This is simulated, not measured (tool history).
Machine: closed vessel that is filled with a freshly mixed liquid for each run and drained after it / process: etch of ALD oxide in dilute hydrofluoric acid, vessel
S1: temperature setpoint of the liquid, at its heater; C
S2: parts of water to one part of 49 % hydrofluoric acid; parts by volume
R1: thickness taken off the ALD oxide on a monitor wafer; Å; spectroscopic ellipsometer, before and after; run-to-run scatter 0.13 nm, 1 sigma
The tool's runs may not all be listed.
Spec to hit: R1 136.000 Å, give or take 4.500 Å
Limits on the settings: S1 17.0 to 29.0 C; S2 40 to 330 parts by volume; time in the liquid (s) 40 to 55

Run 1, hour 0.0: S1 21.0 C, S2 185 parts by volume, time in the liquid (s) 55. Result: R1 62.439 Å.
Run 2, hour 5.7: S1 23.5 C, S2 160 parts by volume, time in the liquid (s) 55. Result: R1 82.815 Å.
Run 3, hour 7.3: S1 25.0 C, S2 145 parts by volume, time in the liquid (s) 55. Result: R1 97.552 Å.
Run 4, hour 11.2: S1 26.0 C, S2 135 parts by volume, time in the liquid (s) 55. Result: R1 111.800 Å.
Run 5, hour 13.2: S1 26.0 C, S2 135 parts by volume, time in the liquid (s) 40. Result: R1 79.371 Å.
Run 6, hour 18.0: S1 26.5 C, S2 110 parts by volume, time in the liquid (s) 40. Result: R1 103.650 Å.
Run 7, hour 21.0: S1 27.0 C, S2 100 parts by volume, time in the liquid (s) 40. Result: R1 116.630 Å.
Run 8, hour 24.6: S1 27.5 C, S2 95 parts by volume, time in the liquid (s) 40. Result: R1 128.710 Å.
Run 9, hour 27.3: S1 28.0 C, S2 95 parts by volume, time in the liquid (s) 40. Result: R1 130.210 Å.

Exercise: of the 4 proposed moves below, exactly one satisfies all targets within the stated allowed misses. Which move is it?
Run A, hour 30.0: S1 26.5 C, S2 95 parts by volume, time in the liquid (s) 40. Result: R1 ?.
Run B, hour 30.0: S1 24.0 C, S2 80 parts by volume, time in the liquid (s) 40. Result: R1 ?.
Run C, hour 30.0: S1 28.5 C, S2 100 parts by volume, time in the liquid (s) 40. Result: R1 ?.
Run D, hour 30.0: S1 23.0 C, S2 115 parts by volume, time in the liquid (s) 55. Result: R1 ?.

move       R1
   A  123.620
   B  135.780
   C  125.880
   D  119.330
A: the biggest miss grows against the last run
B: every result within its allowed miss
C: the biggest miss grows against the last run
D: the biggest miss grows against the last run
Correct choice: B, which meets every target

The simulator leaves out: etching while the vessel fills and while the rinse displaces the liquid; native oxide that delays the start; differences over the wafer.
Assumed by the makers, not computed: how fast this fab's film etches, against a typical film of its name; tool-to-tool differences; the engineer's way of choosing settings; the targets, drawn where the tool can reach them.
